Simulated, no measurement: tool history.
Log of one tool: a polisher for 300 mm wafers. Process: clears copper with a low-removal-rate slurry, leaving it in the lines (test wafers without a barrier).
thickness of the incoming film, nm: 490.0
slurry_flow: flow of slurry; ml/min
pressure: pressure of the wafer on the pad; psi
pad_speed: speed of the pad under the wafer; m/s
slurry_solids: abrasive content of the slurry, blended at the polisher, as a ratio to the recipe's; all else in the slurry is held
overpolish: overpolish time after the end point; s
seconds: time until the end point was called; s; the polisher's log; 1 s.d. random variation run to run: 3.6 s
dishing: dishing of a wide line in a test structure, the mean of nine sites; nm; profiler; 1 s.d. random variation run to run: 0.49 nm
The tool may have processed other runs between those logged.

run	hour	slurry_flow	pressure	pad_speed	slurry_solids	overpolish	seconds	dishing
1	0	320	3.4	1.26	1	21	91.613	77.995
2	1.9	315	3	1.12	0.95	22	115.56	66.119
3	2.9	315	3	1.12	0.95	16	121.28	52.347
4	9.3	390	3	1.12	0.95	16	115.79	53.131
5	10.4	375	2.7	1.02	0.9	18	142.86	48.216
6	11.5	420	2.7	1.02	0.9	18	142.21	48.585

What will run 7 give?
7	13.1	410	1.7	0.66	0.8	28	?	?

Run 7 came out at seconds 350.58 s, dishing 32.146 nm.

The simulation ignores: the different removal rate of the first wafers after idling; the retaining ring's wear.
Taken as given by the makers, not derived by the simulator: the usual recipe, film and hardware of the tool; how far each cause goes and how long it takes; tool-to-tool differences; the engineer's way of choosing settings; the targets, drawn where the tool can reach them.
